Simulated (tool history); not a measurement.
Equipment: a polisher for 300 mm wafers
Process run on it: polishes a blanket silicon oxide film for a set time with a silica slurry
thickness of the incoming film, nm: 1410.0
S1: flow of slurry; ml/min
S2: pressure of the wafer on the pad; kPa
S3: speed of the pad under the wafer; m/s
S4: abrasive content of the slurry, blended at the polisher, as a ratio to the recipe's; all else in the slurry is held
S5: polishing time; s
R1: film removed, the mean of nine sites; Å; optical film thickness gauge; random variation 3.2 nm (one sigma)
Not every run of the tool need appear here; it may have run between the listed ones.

{"run": 1, "hour": 0.0, "S1": 205, "S2": 33.1, "S3": 1.52, "S4": 1.0, "S5": 84, "R1": 4566.9}
{"run": 2, "hour": 1.5, "S1": 205, "S2": 31.7, "S3": 1.52, "S4": 1.0, "S5": 84, "R1": 4385.0}
{"run": 3, "hour": 7.2, "S1": 205, "S2": 30.3, "S3": 1.52, "S4": 1.0, "S5": 84, "R1": 4333.6}
{"run": 4, "hour": 12.0, "S1": 205, "S2": 30.3, "S3": 1.52, "S4": 1.0, "S5": 84, "R1": 4225.8}
{"run": 5, "hour": 15.1, "S1": 205, "S2": 30.3, "S3": 1.52, "S4": 1.1, "S5": 84, "R1": 4527.8}
{"run": 6, "hour": 19.8, "S1": 205, "S2": 29.0, "S3": 1.52, "S4": 1.1, "S5": 84, "R1": 4373.7}
{"run": 7, "hour": 27.9, "S1": 205, "S2": 27.6, "S3": 1.52, "S4": 1.1, "S5": 84, "R1": 4040.2}
{"run": 8, "hour": 31.0, "S1": 205, "S2": 27.6, "S3": 1.52, "S4": 1.1, "S5": 84, "R1": 4110.7}
{"run": 9, "hour": 35.2, "S1": 205, "S2": 26.9, "S3": 1.52, "S4": 1.1, "S5": 84, "R1": 3943.2}
{"run": 10, "hour": 44.2, "S1": 205, "S2": 26.2, "S3": 1.52, "S4": 1.1, "S5": 84, "R1": 3977.9}
{"run": 11, "hour": 45.2, "S1": 205, "S2": 25.5, "S3": 1.52, "S4": 1.1, "S5": 84, "R1": 3934.4}
{"run": 12, "hour": 52.4, "S1": 205, "S2": 25.5, "S3": 1.52, "S4": 1.1, "S5": 84, "R1": 3841.5}

Predict the results of run 13:
{"run": 13, "hour": 58.0, "S1": 205, "S2": 24.8, "S3": 1.52, "S4": 1.1, "S5": 84, "R1": "?"}

{"run 13": {"R1": 3775.6}}
